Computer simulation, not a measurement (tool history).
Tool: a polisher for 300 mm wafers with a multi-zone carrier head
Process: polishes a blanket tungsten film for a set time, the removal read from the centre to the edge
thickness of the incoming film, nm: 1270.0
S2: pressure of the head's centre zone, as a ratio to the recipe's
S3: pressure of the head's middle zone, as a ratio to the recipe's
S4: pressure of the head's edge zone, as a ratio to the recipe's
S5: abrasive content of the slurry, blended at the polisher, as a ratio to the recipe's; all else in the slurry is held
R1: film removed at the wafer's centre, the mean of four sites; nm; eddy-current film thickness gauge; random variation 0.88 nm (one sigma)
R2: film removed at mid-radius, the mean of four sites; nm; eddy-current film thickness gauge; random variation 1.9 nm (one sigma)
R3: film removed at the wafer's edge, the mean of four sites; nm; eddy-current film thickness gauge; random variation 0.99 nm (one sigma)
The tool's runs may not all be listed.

Run 1, hour 0: flow of slurry (ml/min) 275, S2 1, S3 1, S4 1, S5 1, polishing time (s) 31. Result: R1 125.03 nm, R2 121.45 nm, R3 123.56 nm.
Run 2, hour 4.5: flow of slurry (ml/min) 270, S2 0.98, S3 1.02, S4 1, S5 1, polishing time (s) 31. Result: R1 122.99 nm, R2 122.87 nm, R3 122.91 nm.
Run 3, hour 13.5: flow of slurry (ml/min) 270, S2 0.98, S3 1.02, S4 1, S5 1, polishing time (s) 25. Result: R1 99.057 nm, R2 100.67 nm, R3 98.131 nm.
Run 4, hour 17.8: flow of slurry (ml/min) 270, S2 0.98, S3 1.02, S4 0.92, S5 1, polishing time (s) 25. Result: R1 97.201 nm, R2 100.24 nm, R3 96.503 nm.
Run 5, hour 26.8: flow of slurry (ml/min) 270, S2 0.96, S3 1.03, S4 0.94, S5 1.1, polishing time (s) 25. Result: R1 98.786 nm, R2 103.33 nm, R3 98.839 nm.
Run 6, hour 35.2: flow of slurry (ml/min) 270, S2 0.94, S3 1.05, S4 0.96, S5 1.15, polishing time (s) 25. Result: R1 99.753 nm, R2 106.63 nm, R3 101.69 nm.
Run 7, hour 39.6: flow of slurry (ml/min) 275, S2 0.92, S3 1.07, S4 0.98, S5 1.2, polishing time (s) 25. Result: R1 97.969 nm, R2 110.16 nm, R3 103.93 nm.

The next listed run, before its measurement:
Run 8, hour 43.1: flow of slurry (ml/min) 280, S2 0.91, S3 1.09, S4 1, S5 1.25, polishing time (s) 25. Result: R1 ?, R2 ?, R3 ?.

R1: 99.069 nm
R2: 114.66 nm
R3: 106.02 nm
